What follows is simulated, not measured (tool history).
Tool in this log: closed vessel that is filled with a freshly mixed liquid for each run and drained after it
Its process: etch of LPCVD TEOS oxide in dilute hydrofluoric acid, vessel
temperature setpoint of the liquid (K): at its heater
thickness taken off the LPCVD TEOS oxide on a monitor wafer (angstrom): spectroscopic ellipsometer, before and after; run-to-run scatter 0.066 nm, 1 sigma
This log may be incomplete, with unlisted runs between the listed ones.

run	day	temperature setpoint of the liquid (K)	parts of water to one part of 49 % hydrofluoric acid (parts by volume)	time in the liquid (s)	thickness taken off the LPCVD TEOS oxide on a monitor wafer (angstrom)
1	0	298.15	150	30	95.682
2	0.079	298.15	150	30	94.754
3	0.433	298.15	200	30	67.442
4	0.717	295.15	200	30	60.256
5	0.792	296.65	195	30	66.242
6	1.108	297.65	190	30	70.613
7	1.433	298.65	185	30	75.436

Run 8 has not been measured yet. What should we expect?
8	1.512	299.65	180	30	?

{"run 8": {"thickness taken off the LPCVD TEOS oxide on a monitor wafer (angstrom)": 80.853}}

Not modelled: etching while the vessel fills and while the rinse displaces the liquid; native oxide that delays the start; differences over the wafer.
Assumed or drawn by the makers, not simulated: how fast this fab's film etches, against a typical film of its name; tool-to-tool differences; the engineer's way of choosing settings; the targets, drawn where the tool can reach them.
